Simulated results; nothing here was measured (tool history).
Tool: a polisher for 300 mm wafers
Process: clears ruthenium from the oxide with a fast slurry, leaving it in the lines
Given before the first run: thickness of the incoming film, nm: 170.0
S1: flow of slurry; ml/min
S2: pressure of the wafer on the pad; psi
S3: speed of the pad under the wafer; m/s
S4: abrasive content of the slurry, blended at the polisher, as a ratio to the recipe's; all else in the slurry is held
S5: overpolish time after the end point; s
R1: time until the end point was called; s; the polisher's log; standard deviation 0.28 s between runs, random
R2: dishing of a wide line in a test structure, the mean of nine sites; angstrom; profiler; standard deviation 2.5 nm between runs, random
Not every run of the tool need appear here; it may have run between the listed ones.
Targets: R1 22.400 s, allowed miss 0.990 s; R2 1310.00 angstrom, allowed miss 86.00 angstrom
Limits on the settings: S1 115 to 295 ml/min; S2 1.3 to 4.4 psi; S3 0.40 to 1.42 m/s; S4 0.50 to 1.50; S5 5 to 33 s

{"run": 1, "hour": 0.0, "S1": 190, "S2": 2.8, "S3": 0.9, "S4": 1.0, "S5": 17, "R1": 38.359, "R2": 568.18}
{"run": 2, "hour": 2.7, "S1": 190, "S2": 2.9, "S3": 0.9, "S4": 1.0, "S5": 18, "R1": 37.909, "R2": 607.63}
{"run": 3, "hour": 7.5, "S1": 190, "S2": 3.0, "S3": 0.9, "S4": 1.0, "S5": 19, "R1": 35.485, "R2": 650.09}
{"run": 4, "hour": 13.3, "S1": 190, "S2": 3.1, "S3": 0.9, "S4": 1.0, "S5": 20, "R1": 35.053, "R2": 722.78}
{"run": 5, "hour": 15.8, "S1": 190, "S2": 3.1, "S3": 0.9, "S4": 1.15, "S5": 20, "R1": 32.9, "R2": 730.37}
{"run": 6, "hour": 24.5, "S1": 190, "S2": 3.2, "S3": 0.9, "S4": 1.15, "S5": 21, "R1": 31.191, "R2": 771.15}
{"run": 7, "hour": 25.7, "S1": 190, "S2": 3.2, "S3": 0.9, "S4": 1.15, "S5": 21, "R1": 32.62, "R2": 770.53}
{"run": 8, "hour": 28.2, "S1": 190, "S2": 3.3, "S3": 0.9, "S4": 1.15, "S5": 21, "R1": 30.688, "R2": 797.84}
{"run": 9, "hour": 34.3, "S1": 190, "S2": 4.1, "S3": 0.92, "S4": 1.15, "S5": 27, "R1": 24.667, "R2": 1182.9}
{"run": 10, "hour": 40.6, "S1": 195, "S2": 4.3, "S3": 0.92, "S4": 1.15, "S5": 28, "R1": 23.969, "R2": 1191.3}

5 next moves are on the table. One of them brings every result within its allowed miss. Which?
{"run": "A", "hour": 46.9, "S1": 215, "S2": 4.4, "S3": 0.92, "S4": 1.15, "S5": 29, "R1": "?", "R2": "?"}
{"run": "B", "hour": 46.9, "S1": 205, "S2": 4.2, "S3": 0.88, "S4": 1.05, "S5": 33, "R1": "?", "R2": "?"}
{"run": "C", "hour": 46.9, "S1": 215, "S2": 3.9, "S3": 0.98, "S4": 1.2, "S5": 30, "R1": "?", "R2": "?"}
{"run": "D", "hour": 46.9, "S1": 210, "S2": 4.1, "S3": 0.88, "S4": 1.25, "S5": 26, "R1": "?", "R2": "?"}
{"run": "E", "hour": 46.9, "S1": 175, "S2": 4.0, "S3": 0.94, "S4": 1.15, "S5": 32, "R1": "?", "R2": "?"}

move=A R1=22.974 R2=1317.20
move=B R1=25.850 R2=1327.20
move=C R1=24.237 R2=1299.90
move=D R1=24.885 R2=1154.30
move=E R1=25.570 R2=1309.60
A: each result inside its tolerance
B: misses by more than the last run did
C: misses by more than the last run did
D: misses by more than the last run did
E: misses by more than the last run did
Go with A: it meets all targets.
